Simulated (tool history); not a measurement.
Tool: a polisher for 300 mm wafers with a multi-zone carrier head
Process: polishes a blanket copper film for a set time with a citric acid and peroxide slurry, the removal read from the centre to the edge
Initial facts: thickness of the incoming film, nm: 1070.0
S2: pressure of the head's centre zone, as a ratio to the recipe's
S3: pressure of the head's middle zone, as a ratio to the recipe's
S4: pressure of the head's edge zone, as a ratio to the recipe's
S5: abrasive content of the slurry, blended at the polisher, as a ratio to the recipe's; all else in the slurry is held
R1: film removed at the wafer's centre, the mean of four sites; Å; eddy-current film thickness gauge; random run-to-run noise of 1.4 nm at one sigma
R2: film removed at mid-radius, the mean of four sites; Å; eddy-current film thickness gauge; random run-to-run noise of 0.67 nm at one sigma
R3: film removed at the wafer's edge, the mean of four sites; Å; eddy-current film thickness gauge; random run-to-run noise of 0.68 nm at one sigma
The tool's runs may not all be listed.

run 1 day=0.000 | flow_of_slurry_(ml/min)=155 S2=1.00 S3=1.00 S4=1.00 S5=1.0 polishing_time_(s)=42 | R1=821.18 R2=855.24 R3=811.76
run 2 day=0.196 | flow_of_slurry_(ml/min)=155 S2=1.00 S3=1.00 S4=1.00 S5=1.1 polishing_time_(s)=42 | R1=857.09 R2=869.54 R3=832.84
run 3 day=0.496 | flow_of_slurry_(ml/min)=190 S2=1.00 S3=1.00 S4=1.00 S5=1.1 polishing_time_(s)=42 | R1=879.44 R2=905.58 R3=849.96
run 4 day=0.525 | flow_of_slurry_(ml/min)=195 S2=1.02 S3=0.98 S4=1.03 S5=1.1 polishing_time_(s)=42 | R1=895.36 R2=889.26 R3=858.43
run 5 day=0.712 | flow_of_slurry_(ml/min)=195 S2=1.02 S3=0.98 S4=1.03 S5=1.1 polishing_time_(s)=50 | R1=1055.60 R2=1051.30 R3=1040.30
run 6 day=1.021 | flow_of_slurry_(ml/min)=195 S2=0.99 S3=0.98 S4=1.03 S5=1.1 polishing_time_(s)=50 | R1=1032.10 R2=1042.00 R3=1040.40
run 7 day=1.300 | flow_of_slurry_(ml/min)=195 S2=0.99 S3=0.98 S4=1.03 S5=1.1 polishing_time_(s)=50 | R1=1053.70 R2=1052.80 R3=1032.20

What will run 8 give?
-- day=1.342 edge zone pressure recalibrated
run 8 day=1.342 | flow_of_slurry_(ml/min)=190 S2=1.01 S3=0.96 S4=1.02 S5=1.1 polishing_time_(s)=50 | R1=? R2=? R3=?

{"run 8": {"R1": 1047.0, "R2": 1032.5, "R3": 1041.7}}
